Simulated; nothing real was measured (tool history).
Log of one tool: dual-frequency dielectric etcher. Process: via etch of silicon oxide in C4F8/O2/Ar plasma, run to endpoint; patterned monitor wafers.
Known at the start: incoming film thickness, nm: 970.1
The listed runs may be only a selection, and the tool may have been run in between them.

Run 1, hour 0: source power (W) 2610, bias power (W) 2805. Result: endpoint time (s) 166.63.
Run 2, hour 6.9: source power (W) 2370, bias power (W) 2742. Result: endpoint time (s) 175.44.
Run 3, hour 14.3: source power (W) 2710, bias power (W) 2742. Result: endpoint time (s) 167.08.
Run 4, hour 15.7: source power (W) 2710, bias power (W) 3006. Result: endpoint time (s) 161.46.
Run 5, hour 17.9: source power (W) 3060, bias power (W) 3006. Result: endpoint time (s) 154.3.
At hour 20.3: source power generator calibrated.
Run 6, hour 20.3: source power (W) 2700, bias power (W) 2860. Result: endpoint time (s) 163.91.
Run 7, hour 22.9: source power (W) 2430, bias power (W) 2780. Result: endpoint time (s) 170.98.

For run 8, what comes out?
Run 8, hour 24: source power (W) 2230, bias power (W) 2683. Result: endpoint time (s) ?.

Run 8 yielded endpoint time (s) 177.87.
